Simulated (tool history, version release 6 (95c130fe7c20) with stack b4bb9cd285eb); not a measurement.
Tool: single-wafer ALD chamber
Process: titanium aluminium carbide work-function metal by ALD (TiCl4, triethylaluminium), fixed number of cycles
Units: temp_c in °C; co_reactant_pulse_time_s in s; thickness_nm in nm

run  hour  temp_c  co_reactant_pulse_time_s  thickness_nm
  1     0     300                      9.08        1.7754
  2     2     300                     10.17        1.7965
  3   6.9     305                     10.46        1.8507
  4  14.5     305                     12.89        1.8742
  5  19.5     311                     12.89        1.9158
  6  21.8     313                     13.07        1.9382
  7  25.8     313                     13.07        1.9467

The next listed run, before its measurement:
  8  27.5     314                     13.15             ?

{"run 8": {"thickness_nm": 1.9422}}
